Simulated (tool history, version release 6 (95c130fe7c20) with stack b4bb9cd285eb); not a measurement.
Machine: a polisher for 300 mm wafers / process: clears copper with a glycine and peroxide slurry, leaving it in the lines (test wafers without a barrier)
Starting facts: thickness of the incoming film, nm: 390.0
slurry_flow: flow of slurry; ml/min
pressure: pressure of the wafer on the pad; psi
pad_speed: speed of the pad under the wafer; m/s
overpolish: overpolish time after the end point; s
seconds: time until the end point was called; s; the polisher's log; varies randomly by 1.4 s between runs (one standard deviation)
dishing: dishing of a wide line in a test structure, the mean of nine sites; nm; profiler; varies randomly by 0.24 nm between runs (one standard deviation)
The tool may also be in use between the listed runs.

| run | day | slurry_flow | pressure | pad_speed | overpolish | seconds | dishing |
|---|---|---|---|---|---|---|---|
| 1 | 0.000 | 220 | 1.9 | 1.14 | 23 | 107.75 | 53.491 |
| 2 | 0.188 | 200 | 1.7 | 1.18 | 20 | 116.96 | 43.697 |
| 3 | 0.225 | 185 | 1.5 | 1.24 | 17 | 128.18 | 36.987 |
| 4 | 0.454 | 180 | 1.4 | 1.28 | 15 | 132.50 | 30.153 |
| 5 | 0.725 | 205 | 1.4 | 1.28 | 15 | 130.61 | 31.302 |
| 6 | 1.096 | 205 | 1.4 | 1.02 | 15 | 147.40 | 28.124 |
| 7 | 1.225 | 235 | 1.3 | 1.08 | 13 | 149.00 | 25.400 |
| 8 | 1.379 | 255 | 1.2 | 1.14 | 12 | 150.12 | 22.848 |
| 9 | 1.446 | 275 | 1.1 | 1.20 | 11 | 156.69 | 20.360 |

What does the tool deliver on the next run?
| 10 | 1.683 | 290 | 1.1 | 1.30 | 10 | ? | ? |

seconds: 150.25 s
dishing: 19.381 nm
